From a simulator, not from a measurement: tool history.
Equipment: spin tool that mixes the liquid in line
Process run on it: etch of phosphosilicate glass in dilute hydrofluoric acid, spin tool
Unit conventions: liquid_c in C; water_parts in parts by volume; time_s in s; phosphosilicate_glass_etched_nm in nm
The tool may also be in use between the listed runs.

run    day  liquid_c  water_parts  time_s  phosphosilicate_glass_etched_nm
  1      0        24          145      90                           109.05
  2   0.05        25          145      90                           115.05
  3  0.254      25.5          145      90                           116.47
  4  0.367      25.5          105      90                           168.33
  5  0.567      25.5           65      90                           290.62
  6  0.875      23.5           65      90                           262.47

What does the tool deliver on the next run?
  7  1.008        22           80      90                                ?

Logged for run 7: phosphosilicate_glass_etched_nm 197.89 nm.
